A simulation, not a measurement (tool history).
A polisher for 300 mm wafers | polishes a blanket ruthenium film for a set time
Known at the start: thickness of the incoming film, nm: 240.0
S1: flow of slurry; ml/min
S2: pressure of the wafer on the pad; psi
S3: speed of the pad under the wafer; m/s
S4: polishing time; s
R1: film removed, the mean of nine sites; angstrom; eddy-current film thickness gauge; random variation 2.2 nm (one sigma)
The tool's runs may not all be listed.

Run 1, hour 0: S1 205 ml/min, S2 1.7 psi, S3 0.86 m/s, S4 110 s. Result: R1 918.09 angstrom.
Run 2, hour 6.7: S1 205 ml/min, S2 1.9 psi, S3 0.86 m/s, S4 110 s. Result: R1 990.87 angstrom.
Run 3, hour 15.3: S1 205 ml/min, S2 2.1 psi, S3 0.86 m/s, S4 110 s. Result: R1 1082.6 angstrom.
Run 4, hour 18: S1 205 ml/min, S2 2.1 psi, S3 0.74 m/s, S4 110 s. Result: R1 956.04 angstrom.
Run 5, hour 22.1: S1 205 ml/min, S2 2.2 psi, S3 0.78 m/s, S4 110 s. Result: R1 1058.7 angstrom.
Run 6, hour 25.6: S1 205 ml/min, S2 2.3 psi, S3 0.8 m/s, S4 110 s. Result: R1 1121.4 angstrom.
Run 7, hour 30.7: S1 205 ml/min, S2 2.4 psi, S3 0.82 m/s, S4 110 s. Result: R1 1219.3 angstrom.

Run 8 comes next. What will it give?
Run 8, hour 32.6: S1 205 ml/min, S2 2.5 psi, S3 0.84 m/s, S4 110 s. Result: R1 ?.

Run 8 gave R1 1307.2 angstrom.

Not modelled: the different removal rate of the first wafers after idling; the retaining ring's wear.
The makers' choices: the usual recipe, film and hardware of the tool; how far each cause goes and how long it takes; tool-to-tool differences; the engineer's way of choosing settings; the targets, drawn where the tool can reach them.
